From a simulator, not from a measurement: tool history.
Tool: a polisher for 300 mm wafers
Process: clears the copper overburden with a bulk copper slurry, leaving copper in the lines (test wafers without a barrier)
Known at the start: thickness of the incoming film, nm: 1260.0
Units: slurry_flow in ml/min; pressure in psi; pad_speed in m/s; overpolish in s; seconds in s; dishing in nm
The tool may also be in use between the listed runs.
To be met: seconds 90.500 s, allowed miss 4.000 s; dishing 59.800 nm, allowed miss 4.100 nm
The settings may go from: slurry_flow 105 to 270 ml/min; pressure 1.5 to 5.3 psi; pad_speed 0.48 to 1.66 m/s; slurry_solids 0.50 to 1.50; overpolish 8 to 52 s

Run 1, hour 0.0: slurry_flow 175 ml/min, pressure 3.4 psi, pad_speed 1.06 m/s, slurry_solids 1.00, overpolish 26 s. Result: seconds 103.260 s, dishing 101.570 nm.
Run 2, hour 4.6: slurry_flow 175 ml/min, pressure 3.4 psi, pad_speed 1.06 m/s, slurry_solids 1.00, overpolish 17 s. Result: seconds 104.180 s, dishing 87.831 nm.
Run 3, hour 7.6: slurry_flow 175 ml/min, pressure 4.0 psi, pad_speed 1.06 m/s, slurry_solids 1.00, overpolish 17 s. Result: seconds 89.124 s, dishing 96.795 nm.
Run 4, hour 15.0: slurry_flow 175 ml/min, pressure 3.5 psi, pad_speed 1.06 m/s, slurry_solids 1.00, overpolish 17 s. Result: seconds 100.350 s, dishing 87.498 nm.
Run 5, hour 16.0: slurry_flow 175 ml/min, pressure 3.5 psi, pad_speed 1.06 m/s, slurry_solids 1.00, overpolish 21 s. Result: seconds 101.560 s, dishing 95.020 nm.
Run 6, hour 23.6: slurry_flow 195 ml/min, pressure 3.5 psi, pad_speed 1.06 m/s, slurry_solids 1.00, overpolish 21 s. Result: seconds 101.500 s, dishing 99.012 nm.
Run 7, hour 27.1: slurry_flow 175 ml/min, pressure 3.3 psi, pad_speed 1.14 m/s, slurry_solids 1.00, overpolish 18 s. Result: seconds 98.968 s, dishing 87.028 nm.
Run 8, hour 30.9: slurry_flow 165 ml/min, pressure 3.2 psi, pad_speed 1.20 m/s, slurry_solids 1.00, overpolish 16 s. Result: seconds 101.250 s, dishing 83.268 nm.
Run 9, hour 37.5: slurry_flow 210 ml/min, pressure 2.2 psi, pad_speed 1.50 m/s, slurry_solids 1.25, overpolish 8 s. Result: seconds 107.400 s, dishing 52.011 nm.
Run 10, hour 39.9: slurry_flow 210 ml/min, pressure 2.3 psi, pad_speed 1.50 m/s, slurry_solids 1.25, overpolish 8 s. Result: seconds 103.630 s, dishing 54.299 nm.
Run 11, hour 47.7: slurry_flow 210 ml/min, pressure 2.3 psi, pad_speed 1.50 m/s, slurry_solids 1.25, overpolish 8 s. Result: seconds 102.740 s, dishing 51.498 nm.
Run 12, hour 53.9: slurry_flow 210 ml/min, pressure 2.4 psi, pad_speed 1.50 m/s, slurry_solids 1.25, overpolish 9 s. Result: seconds 97.203 s, dishing 59.003 nm.
Run 13, hour 61.1: slurry_flow 210 ml/min, pressure 2.4 psi, pad_speed 1.52 m/s, slurry_solids 1.25, overpolish 9 s. Result: seconds 97.290 s, dishing 58.848 nm.

Which of these 4 next moves meets every target?
Run A, hour 68.3: slurry_flow 145 ml/min, pressure 2.3 psi, pad_speed 1.62 m/s, slurry_solids 1.40, overpolish 14 s. Result: seconds ?, dishing ?.
Run B, hour 68.3: slurry_flow 235 ml/min, pressure 2.9 psi, pad_speed 1.26 m/s, slurry_solids 1.40, overpolish 8 s. Result: seconds ?, dishing ?.
Run C, hour 68.3: slurry_flow 210 ml/min, pressure 2.3 psi, pad_speed 1.46 m/s, slurry_solids 1.50, overpolish 11 s. Result: seconds ?, dishing ?.
Run D, hour 68.3: slurry_flow 185 ml/min, pressure 2.7 psi, pad_speed 1.24 m/s, slurry_solids 1.50, overpolish 13 s. Result: seconds ?, dishing ?.

move  seconds  dishing
   A   95.921   74.684
   B   91.555   58.875
   C   99.092   65.403
   D  100.660   72.936
A: further off than the last run
B: meets every target
C: further off than the last run
D: further off than the last run
Answer: B

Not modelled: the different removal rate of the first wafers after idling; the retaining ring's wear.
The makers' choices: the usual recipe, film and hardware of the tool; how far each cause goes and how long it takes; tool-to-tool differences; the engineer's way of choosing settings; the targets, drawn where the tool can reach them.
